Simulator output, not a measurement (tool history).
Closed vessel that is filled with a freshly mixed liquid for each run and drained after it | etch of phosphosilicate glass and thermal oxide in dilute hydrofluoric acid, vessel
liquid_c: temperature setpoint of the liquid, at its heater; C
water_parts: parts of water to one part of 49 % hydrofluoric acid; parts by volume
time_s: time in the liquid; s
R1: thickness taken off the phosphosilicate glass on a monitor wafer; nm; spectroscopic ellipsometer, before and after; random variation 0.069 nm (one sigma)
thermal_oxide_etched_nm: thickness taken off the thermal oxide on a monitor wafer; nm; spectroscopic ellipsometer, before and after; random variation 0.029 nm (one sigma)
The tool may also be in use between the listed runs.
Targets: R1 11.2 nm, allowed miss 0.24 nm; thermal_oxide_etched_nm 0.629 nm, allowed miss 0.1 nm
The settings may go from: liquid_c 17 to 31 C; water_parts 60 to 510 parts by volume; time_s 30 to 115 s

run 1 hour=0 | liquid_c=23 water_parts=285 time_s=60 | R1=13.921 thermal_oxide_etched_nm=0.73684
run 2 hour=6.4 | liquid_c=20 water_parts=285 time_s=60 | R1=12.346 thermal_oxide_etched_nm=0.70595
run 3 hour=10 | liquid_c=19.5 water_parts=285 time_s=60 | R1=12.042 thermal_oxide_etched_nm=0.65115
run 4 hour=13.9 | liquid_c=19.5 water_parts=330 time_s=60 | R1=10.025 thermal_oxide_etched_nm=0.57678
run 5 hour=21 | liquid_c=20 water_parts=330 time_s=60 | R1=10.357 thermal_oxide_etched_nm=0.55782
run 6 hour=28.4 | liquid_c=20 water_parts=330 time_s=80 | R1=13.718 thermal_oxide_etched_nm=0.70702
run 7 hour=30.1 | liquid_c=19.5 water_parts=335 time_s=80 | R1=13.195 thermal_oxide_etched_nm=0.77076
run 8 hour=38.4 | liquid_c=19.5 water_parts=340 time_s=80 | R1=12.966 thermal_oxide_etched_nm=0.76226
run 9 hour=40.9 | liquid_c=19.5 water_parts=345 time_s=80 | R1=12.693 thermal_oxide_etched_nm=0.66454
run 10 hour=41.7 | liquid_c=19 water_parts=345 time_s=80 | R1=12.551 thermal_oxide_etched_nm=0.64973

5 next moves are on the table. One of them brings every result within its allowed miss. Which?
run A hour=42.5 | liquid_c=19 water_parts=310 time_s=75 | R1=? thermal_oxide_etched_nm=?
run B hour=42.5 | liquid_c=17 water_parts=335 time_s=80 | R1=? thermal_oxide_etched_nm=?
run C hour=42.5 | liquid_c=18.5 water_parts=420 time_s=100 | R1=? thermal_oxide_etched_nm=?
run D hour=42.5 | liquid_c=17 water_parts=320 time_s=70 | R1=? thermal_oxide_etched_nm=?
run E hour=42.5 | liquid_c=21.5 water_parts=395 time_s=85 | R1=? thermal_oxide_etched_nm=?

move=A R1=13.349 thermal_oxide_etched_nm=0.80944
move=B R1=11.982 thermal_oxide_etched_nm=0.72658
move=C R1=11.782 thermal_oxide_etched_nm=0.71444
move=D R1=11.111 thermal_oxide_etched_nm=0.67377
move=E R1=12.057 thermal_oxide_etched_nm=0.73113
A: further off than the last run
B: nearer than the last run, and not there yet
C: nearer than the last run, and not there yet
D: meets every target
E: nearer than the last run, and not there yet
Answer: D

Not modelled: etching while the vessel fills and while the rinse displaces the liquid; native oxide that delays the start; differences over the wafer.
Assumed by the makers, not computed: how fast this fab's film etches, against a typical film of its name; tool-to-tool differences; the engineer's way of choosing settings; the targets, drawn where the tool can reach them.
